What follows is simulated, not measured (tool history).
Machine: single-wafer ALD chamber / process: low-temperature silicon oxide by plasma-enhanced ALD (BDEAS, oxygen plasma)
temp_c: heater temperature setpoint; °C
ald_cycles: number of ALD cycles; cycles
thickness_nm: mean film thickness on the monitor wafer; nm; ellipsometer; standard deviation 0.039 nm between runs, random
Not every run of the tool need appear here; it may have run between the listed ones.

run  hour  temp_c  ald_cycles  thickness_nm
  1   0.0      85          49        7.4910
  2   5.4      93          49        7.3585
  3  10.9      87          53        8.0667
  4  18.3      82          56        8.7052
     23.9  -- thermocouple changed; heater temperature recalibrated
  5  23.9      78          58        8.9220
  6  30.7      78          61        9.4473

The next listed run, before its measurement:
  7  35.9      76          62             ?

{"run 7": {"thickness_nm": 9.6487}}

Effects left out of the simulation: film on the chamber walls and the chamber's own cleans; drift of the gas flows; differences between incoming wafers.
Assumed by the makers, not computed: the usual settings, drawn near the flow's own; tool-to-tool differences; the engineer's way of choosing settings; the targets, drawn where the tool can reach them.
